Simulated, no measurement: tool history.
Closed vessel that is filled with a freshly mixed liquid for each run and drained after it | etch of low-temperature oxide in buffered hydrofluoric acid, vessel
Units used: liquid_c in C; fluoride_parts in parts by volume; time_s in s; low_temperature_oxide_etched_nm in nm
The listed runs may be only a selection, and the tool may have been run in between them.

run	hour	liquid_c	fluoride_parts	time_s	low_temperature_oxide_etched_nm
1	0	23	19	90	182.89
2	0.6	22	19	90	172.01
3	7.4	22	13.5	90	239.23
4	12.1	18.5	13.5	90	195.77
5	16.7	18.5	13.5	95	208.41
6	21.4	18	15	95	181.62
7	27.4	17.5	15.5	95	172.07

The next listed run, before its measurement:
8	34.8	17.5	16	95	?

low_temperature_oxide_etched_nm: 168.21 nm

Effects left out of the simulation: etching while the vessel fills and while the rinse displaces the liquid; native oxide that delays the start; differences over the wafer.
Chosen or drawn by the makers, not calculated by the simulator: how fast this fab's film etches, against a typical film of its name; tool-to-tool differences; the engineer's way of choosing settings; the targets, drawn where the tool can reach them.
